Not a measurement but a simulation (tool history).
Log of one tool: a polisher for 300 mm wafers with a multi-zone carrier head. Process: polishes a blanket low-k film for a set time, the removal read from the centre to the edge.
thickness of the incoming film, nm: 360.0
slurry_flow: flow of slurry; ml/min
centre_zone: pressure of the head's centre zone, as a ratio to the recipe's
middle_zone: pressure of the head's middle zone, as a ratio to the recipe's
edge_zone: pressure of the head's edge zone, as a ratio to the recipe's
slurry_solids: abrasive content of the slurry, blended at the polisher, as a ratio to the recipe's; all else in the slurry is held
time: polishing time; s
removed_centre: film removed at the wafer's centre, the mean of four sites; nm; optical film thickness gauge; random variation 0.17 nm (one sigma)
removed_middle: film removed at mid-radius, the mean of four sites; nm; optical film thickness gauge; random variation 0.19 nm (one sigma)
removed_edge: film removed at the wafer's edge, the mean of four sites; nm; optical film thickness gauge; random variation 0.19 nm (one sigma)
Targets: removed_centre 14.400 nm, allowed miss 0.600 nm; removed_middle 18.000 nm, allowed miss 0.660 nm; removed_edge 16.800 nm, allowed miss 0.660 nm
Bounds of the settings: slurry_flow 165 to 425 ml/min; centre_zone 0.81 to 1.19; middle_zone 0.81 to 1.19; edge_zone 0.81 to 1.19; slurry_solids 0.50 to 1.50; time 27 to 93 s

run 1 day=0.000 | slurry_flow=275 centre_zone=1.00 middle_zone=1.00 edge_zone=1.00 slurry_solids=1.00 time=59 | removed_centre=13.865 removed_middle=13.634 removed_edge=13.922
run 2 day=0.150 | slurry_flow=280 centre_zone=0.98 middle_zone=1.04 edge_zone=1.03 slurry_solids=1.05 time=59 | removed_centre=14.038 removed_middle=14.705 removed_edge=14.515
run 3 day=0.342 | slurry_flow=285 centre_zone=0.97 middle_zone=1.06 edge_zone=1.06 slurry_solids=1.10 time=59 | removed_centre=14.174 removed_middle=15.134 removed_edge=15.302
run 4 day=0.608 | slurry_flow=330 centre_zone=0.97 middle_zone=1.06 edge_zone=1.06 slurry_solids=1.10 time=59 | removed_centre=14.527 removed_middle=15.387 removed_edge=15.274
run 5 day=0.708 | slurry_flow=330 centre_zone=0.96 middle_zone=1.09 edge_zone=1.07 slurry_solids=1.10 time=59 | removed_centre=14.535 removed_middle=15.975 removed_edge=15.380
run 6 day=0.871 | slurry_flow=330 centre_zone=1.00 middle_zone=1.09 edge_zone=1.07 slurry_solids=1.10 time=59 | removed_centre=14.883 removed_middle=16.007 removed_edge=15.645
run 7 day=0.908 | slurry_flow=330 centre_zone=0.99 middle_zone=1.11 edge_zone=1.09 slurry_solids=1.10 time=59 | removed_centre=14.691 removed_middle=16.206 removed_edge=15.532
run 8 day=1.062 | slurry_flow=335 centre_zone=0.89 middle_zone=1.15 edge_zone=1.15 slurry_solids=1.30 time=60 | removed_centre=14.864 removed_middle=18.427 removed_edge=17.733

Which of these 4 next moves meets every target?
run A day=1.217 | slurry_flow=315 centre_zone=0.87 middle_zone=1.08 edge_zone=1.19 slurry_solids=1.45 time=61 | removed_centre=? removed_middle=? removed_edge=?
run B day=1.217 | slurry_flow=410 centre_zone=0.91 middle_zone=1.14 edge_zone=1.05 slurry_solids=1.20 time=63 | removed_centre=? removed_middle=? removed_edge=?
run C day=1.217 | slurry_flow=390 centre_zone=0.99 middle_zone=1.18 edge_zone=1.05 slurry_solids=1.30 time=57 | removed_centre=? removed_middle=? removed_edge=?
run D day=1.217 | slurry_flow=290 centre_zone=0.88 middle_zone=1.16 edge_zone=1.12 slurry_solids=1.50 time=55 | removed_centre=? removed_middle=? removed_edge=?

move=A removed_centre=15.904 removed_middle=18.641 removed_edge=19.176
move=B removed_centre=16.001 removed_middle=18.823 removed_edge=17.504
move=C removed_centre=16.209 removed_middle=18.207 removed_edge=16.447
move=D removed_centre=14.564 removed_middle=17.974 removed_edge=16.994
A: further off than the last run
B: further off than the last run
C: brings the result that was furthest off to its target, and leaves another outside
D: meets every target
The right move is D.
